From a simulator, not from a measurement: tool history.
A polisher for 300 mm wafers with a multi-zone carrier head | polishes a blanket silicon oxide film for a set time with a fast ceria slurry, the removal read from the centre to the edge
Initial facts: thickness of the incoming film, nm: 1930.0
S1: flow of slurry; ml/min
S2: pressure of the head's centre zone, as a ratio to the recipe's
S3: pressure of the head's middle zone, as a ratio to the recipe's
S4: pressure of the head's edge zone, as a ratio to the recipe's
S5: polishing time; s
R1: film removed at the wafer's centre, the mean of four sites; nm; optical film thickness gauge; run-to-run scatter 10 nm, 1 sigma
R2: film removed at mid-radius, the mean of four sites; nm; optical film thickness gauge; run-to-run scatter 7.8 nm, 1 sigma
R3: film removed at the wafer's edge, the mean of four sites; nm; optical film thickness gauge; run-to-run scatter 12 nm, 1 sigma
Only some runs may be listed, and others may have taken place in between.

| run | hour | S1 | S2 | S3 | S4 | S5 | R1 | R2 | R3 |
|---|---|---|---|---|---|---|---|---|---|
| 1 | 0 | 185 | 1 | 1 | 1 | 49 | 574.67 | 577.64 | 587.04 |
| 2 | 6.7 | 185 | 1 | 0.99 | 1.02 | 50 | 594.19 | 594.77 | 576.02 |
| 3 | 11.2 | 185 | 1 | 0.96 | 1.02 | 50 | 583.9 | 566.13 | 583.67 |
| 4 | 16.7 | 185 | 1 | 1.04 | 1.02 | 50 | 588.57 | 613.94 | 571.57 |
| 5 | 18.8 | 185 | 1 | 1.04 | 1.02 | 39 | 461.89 | 481.24 | 471.95 |
| 6 | 26.2 | 185 | 1 | 1.09 | 1.02 | 39 | 459.25 | 506.43 | 445.97 |
| 7 | 35.2 | 190 | 0.99 | 1.06 | 1.03 | 42 | 502.93 | 523.82 | 493.11 |

Predict the results of run 8:
|  | 37.4 | worn pad replaced by a new one |
| 8 | 37.4 | 190 | 0.97 | 1.04 | 1.03 | 45 | ? | ? | ? |

{"run 8": {"R1": 571.98, "R2": 631.73, "R3": 573.73}}
